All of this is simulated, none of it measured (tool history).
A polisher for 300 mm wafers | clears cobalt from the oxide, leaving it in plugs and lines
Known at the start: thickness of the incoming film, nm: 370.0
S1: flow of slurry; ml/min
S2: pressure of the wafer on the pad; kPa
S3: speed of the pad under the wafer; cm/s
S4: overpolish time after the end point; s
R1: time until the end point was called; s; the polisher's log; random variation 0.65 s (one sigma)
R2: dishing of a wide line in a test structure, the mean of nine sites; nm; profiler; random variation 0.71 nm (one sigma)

run 1 hour=0 | S1=180 S2=11.7 S3=114 S4=12 | R1=79.865 R2=29.202
run 2 hour=3.3 | S1=180 S2=13.1 S3=114 S4=13 | R1=72.727 R2=32.167
run 3 hour=7.7 | S1=185 S2=14.5 S3=114 S4=13 | R1=66.232 R2=33.925
run 4 hour=12.7 | S1=155 S2=14.5 S3=114 S4=13 | R1=68.564 R2=33.173
run 5 hour=21 | S1=170 S2=15.9 S3=114 S4=13 | R1=61.258 R2=35.663
run 6 hour=28.2 | S1=170 S2=13.8 S3=114 S4=13 | R1=68.7 R2=33.186

The next listed run, before its measurement:
run 7 hour=31.2 | S1=170 S2=13.8 S3=114 S4=13 | R1=? R2=?

Run 7 gave R1 69.816 s, R2 34.106 nm.
